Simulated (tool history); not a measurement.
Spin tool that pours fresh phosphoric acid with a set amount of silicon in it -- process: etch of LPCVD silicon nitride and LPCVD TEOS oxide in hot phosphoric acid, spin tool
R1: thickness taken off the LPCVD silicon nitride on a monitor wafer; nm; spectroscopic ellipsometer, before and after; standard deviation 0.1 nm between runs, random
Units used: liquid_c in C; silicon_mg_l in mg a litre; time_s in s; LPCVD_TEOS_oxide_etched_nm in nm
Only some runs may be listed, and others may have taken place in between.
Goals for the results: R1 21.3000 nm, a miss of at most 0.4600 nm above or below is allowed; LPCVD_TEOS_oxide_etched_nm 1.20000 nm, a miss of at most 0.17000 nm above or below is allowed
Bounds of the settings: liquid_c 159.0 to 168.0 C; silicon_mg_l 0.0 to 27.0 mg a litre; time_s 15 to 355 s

Run 1, day 0.000: liquid_c 164.0 C, silicon_mg_l 12.0 mg a litre, time_s 180 s. Result: R1 17.9610 nm, LPCVD_TEOS_oxide_etched_nm 1.08850 nm.
Run 2, day 0.088: liquid_c 164.0 C, silicon_mg_l 12.0 mg a litre, time_s 120 s. Result: R1 11.8480 nm, LPCVD_TEOS_oxide_etched_nm 0.68720 nm.
Run 3, day 0.212: liquid_c 164.0 C, silicon_mg_l 12.0 mg a litre, time_s 85 s. Result: R1 8.4648 nm, LPCVD_TEOS_oxide_etched_nm 0.53254 nm.
Run 4, day 0.512: liquid_c 164.0 C, silicon_mg_l 6.0 mg a litre, time_s 85 s. Result: R1 8.5558 nm, LPCVD_TEOS_oxide_etched_nm 0.52274 nm.
Run 5, day 0.571: liquid_c 163.0 C, silicon_mg_l 6.0 mg a litre, time_s 85 s. Result: R1 8.2244 nm, LPCVD_TEOS_oxide_etched_nm 0.55022 nm.
Run 6, day 0.842: liquid_c 163.5 C, silicon_mg_l 6.5 mg a litre, time_s 105 s. Result: R1 10.2540 nm, LPCVD_TEOS_oxide_etched_nm 0.64854 nm.
Run 7, day 1.058: liquid_c 164.5 C, silicon_mg_l 6.5 mg a litre, time_s 120 s. Result: R1 12.2490 nm, LPCVD_TEOS_oxide_etched_nm 0.79552 nm.
Run 8, day 1.229: liquid_c 167.0 C, silicon_mg_l 14.0 mg a litre, time_s 185 s. Result: R1 20.1510 nm, LPCVD_TEOS_oxide_etched_nm 1.32780 nm.

5 candidate next runs follow, results not yet known. Just one meets every target within its allowed miss. Identify it.
Run A, day 1.400: liquid_c 167.0 C, silicon_mg_l 13.0 mg a litre, time_s 180 s. Result: R1 ?, LPCVD_TEOS_oxide_etched_nm ?.
Run B, day 1.400: liquid_c 165.0 C, silicon_mg_l 14.5 mg a litre, time_s 205 s. Result: R1 ?, LPCVD_TEOS_oxide_etched_nm ?.
Run C, day 1.400: liquid_c 165.5 C, silicon_mg_l 6.0 mg a litre, time_s 180 s. Result: R1 ?, LPCVD_TEOS_oxide_etched_nm ?.
Run D, day 1.400: liquid_c 167.0 C, silicon_mg_l 15.5 mg a litre, time_s 185 s. Result: R1 ?, LPCVD_TEOS_oxide_etched_nm ?.
Run E, day 1.400: liquid_c 168.0 C, silicon_mg_l 10.5 mg a litre, time_s 165 s. Result: R1 ?, LPCVD_TEOS_oxide_etched_nm ?.

move       R1  LPCVD_TEOS_oxide_etched_nm
   A  19.7790                     1.35370
   B  21.1010                     1.28710
   C  18.8340                     1.41770
   D  20.3280                     1.30850
   E  18.7280                     1.41240
A: misses by more than the last run did
B: all results land within tolerance of their targets
C: misses by more than the last run did
D: an improvement on the last run, though not all results are within tolerance
E: misses by more than the last run did
B meets every target.
